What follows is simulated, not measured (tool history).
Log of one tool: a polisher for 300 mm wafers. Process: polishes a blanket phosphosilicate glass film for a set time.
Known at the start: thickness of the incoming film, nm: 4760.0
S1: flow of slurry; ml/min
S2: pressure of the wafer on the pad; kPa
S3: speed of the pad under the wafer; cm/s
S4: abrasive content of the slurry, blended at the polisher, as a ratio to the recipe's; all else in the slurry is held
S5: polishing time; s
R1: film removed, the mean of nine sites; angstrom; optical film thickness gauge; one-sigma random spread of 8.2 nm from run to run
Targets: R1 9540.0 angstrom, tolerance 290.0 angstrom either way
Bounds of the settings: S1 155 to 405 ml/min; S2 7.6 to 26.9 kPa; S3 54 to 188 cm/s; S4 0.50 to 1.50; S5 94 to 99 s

{"run": 1, "hour": 0.0, "S1": 260, "S2": 17.2, "S3": 120, "S4": 1.0, "S5": 94, "R1": 7661.2}
{"run": 2, "hour": 4.7, "S1": 260, "S2": 17.2, "S3": 96, "S4": 1.0, "S5": 94, "R1": 6312.3}
{"run": 3, "hour": 9.0, "S1": 260, "S2": 17.2, "S3": 96, "S4": 0.85, "S5": 94, "R1": 5859.5}
{"run": 4, "hour": 15.1, "S1": 260, "S2": 17.2, "S3": 74, "S4": 0.85, "S5": 94, "R1": 4913.3}
{"run": 5, "hour": 17.9, "S1": 230, "S2": 17.2, "S3": 74, "S4": 0.85, "S5": 94, "R1": 4810.7}
{"run": 6, "hour": 23.4, "S1": 230, "S2": 17.2, "S3": 74, "S4": 0.85, "S5": 94, "R1": 4782.1}
{"run": 7, "hour": 32.3, "S1": 240, "S2": 22.1, "S3": 96, "S4": 0.85, "S5": 94, "R1": 7384.4}
{"run": 8, "hour": 35.2, "S1": 250, "S2": 22.8, "S3": 96, "S4": 0.85, "S5": 94, "R1": 7609.8}
{"run": 9, "hour": 39.4, "S1": 250, "S2": 22.8, "S3": 96, "S4": 0.85, "S5": 94, "R1": 7601.1}
{"run": 10, "hour": 44.3, "S1": 260, "S2": 26.9, "S3": 98, "S4": 0.85, "S5": 94, "R1": 9127.2}

Exercise: of the 5 proposed moves below, exactly one satisfies all targets within the stated allowed misses. Which move is it?
{"run": "A", "hour": 49.2, "S1": 225, "S2": 26.9, "S3": 104, "S4": 0.8, "S5": 99, "R1": "?"}
{"run": "B", "hour": 49.2, "S1": 225, "S2": 26.9, "S3": 98, "S4": 0.7, "S5": 99, "R1": "?"}
{"run": "C", "hour": 49.2, "S1": 290, "S2": 24.8, "S3": 98, "S4": 0.8, "S5": 94, "R1": "?"}
{"run": "D", "hour": 49.2, "S1": 255, "S2": 26.9, "S3": 90, "S4": 0.85, "S5": 94, "R1": "?"}
{"run": "E", "hour": 49.2, "S1": 250, "S2": 26.2, "S3": 94, "S4": 0.85, "S5": 97, "R1": "?"}

move=A R1=9532.5
move=B R1=8646.0
move=C R1=8259.6
move=D R1=8374.1
move=E R1=8716.9
A: every result lands within tolerance
B: the biggest miss grows against the last run
C: the biggest miss grows against the last run
D: the biggest miss grows against the last run
E: the biggest miss grows against the last run
Move A is the one to make.

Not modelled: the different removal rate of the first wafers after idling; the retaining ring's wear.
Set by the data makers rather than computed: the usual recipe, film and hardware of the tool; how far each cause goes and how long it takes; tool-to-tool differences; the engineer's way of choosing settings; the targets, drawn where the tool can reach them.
